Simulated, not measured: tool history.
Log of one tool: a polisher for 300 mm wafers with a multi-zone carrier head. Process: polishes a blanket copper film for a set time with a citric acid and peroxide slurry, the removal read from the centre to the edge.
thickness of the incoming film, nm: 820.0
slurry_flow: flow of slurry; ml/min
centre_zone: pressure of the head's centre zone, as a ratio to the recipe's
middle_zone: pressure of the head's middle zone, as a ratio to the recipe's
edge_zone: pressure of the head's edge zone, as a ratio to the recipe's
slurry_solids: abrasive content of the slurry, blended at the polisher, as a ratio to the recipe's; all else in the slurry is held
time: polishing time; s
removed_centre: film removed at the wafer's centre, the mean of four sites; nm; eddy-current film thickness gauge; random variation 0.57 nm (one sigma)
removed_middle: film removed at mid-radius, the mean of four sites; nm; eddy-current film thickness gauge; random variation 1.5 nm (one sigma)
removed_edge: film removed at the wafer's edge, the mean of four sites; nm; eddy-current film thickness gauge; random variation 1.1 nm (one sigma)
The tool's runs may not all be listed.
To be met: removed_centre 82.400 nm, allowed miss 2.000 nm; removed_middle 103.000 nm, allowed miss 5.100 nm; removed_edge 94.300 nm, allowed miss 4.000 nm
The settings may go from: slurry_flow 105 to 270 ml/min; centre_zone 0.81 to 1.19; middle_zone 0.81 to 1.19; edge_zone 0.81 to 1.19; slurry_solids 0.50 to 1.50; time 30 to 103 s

| run | hour | slurry_flow | centre_zone | middle_zone | edge_zone | slurry_solids | time | removed_centre | removed_middle | removed_edge |
|---|---|---|---|---|---|---|---|---|---|---|
| 1 | 0.0 | 175 | 1.00 | 1.00 | 1.00 | 1.00 | 66 | 147.770 | 145.570 | 148.050 |
| 2 | 5.2 | 175 | 1.00 | 1.00 | 1.00 | 0.85 | 66 | 141.600 | 141.040 | 141.860 |
| 3 | 7.9 | 175 | 0.95 | 1.00 | 1.00 | 0.85 | 66 | 138.160 | 147.730 | 141.860 |
| 4 | 15.7 | 175 | 0.95 | 0.92 | 1.00 | 0.85 | 66 | 139.080 | 136.390 | 146.130 |
| 5 | 24.5 | 165 | 0.92 | 0.93 | 0.99 | 0.75 | 61 | 118.630 | 122.770 | 127.350 |
| 6 | 31.2 | 125 | 0.92 | 0.93 | 0.99 | 0.75 | 61 | 110.570 | 111.570 | 121.340 |
| 7 | 36.8 | 115 | 0.82 | 1.03 | 0.89 | 0.50 | 52 | 75.080 | 93.358 | 89.355 |
| 8 | 41.8 | 125 | 0.82 | 1.04 | 0.89 | 0.50 | 52 | 78.177 | 98.818 | 89.752 |

Which of these 4 next moves meets every target?
| A | 46.8 | 110 | 0.82 | 1.05 | 0.81 | 0.80 | 52 | ? | ? | ? |
| B | 46.8 | 170 | 0.93 | 1.07 | 0.84 | 0.50 | 47 | ? | ? | ? |
| C | 46.8 | 175 | 0.83 | 1.17 | 0.81 | 0.50 | 46 | ? | ? | ? |
| D | 46.8 | 125 | 0.90 | 1.10 | 0.87 | 0.50 | 50 | ? | ? | ? |

| move | removed_centre | removed_middle | removed_edge |
|---|---|---|---|
| A | 83.714 | 103.170 | 94.360 |
| B | 86.067 | 95.224 | 84.434 |
| C | 76.963 | 100.320 | 81.684 |
| D | 82.312 | 96.481 | 86.651 |
A: meets every target
B: takes the result that was furthest off past its target
C: further off than the last run
D: brings the result that was furthest off to its target, and leaves another outside
Move A is the one to make.

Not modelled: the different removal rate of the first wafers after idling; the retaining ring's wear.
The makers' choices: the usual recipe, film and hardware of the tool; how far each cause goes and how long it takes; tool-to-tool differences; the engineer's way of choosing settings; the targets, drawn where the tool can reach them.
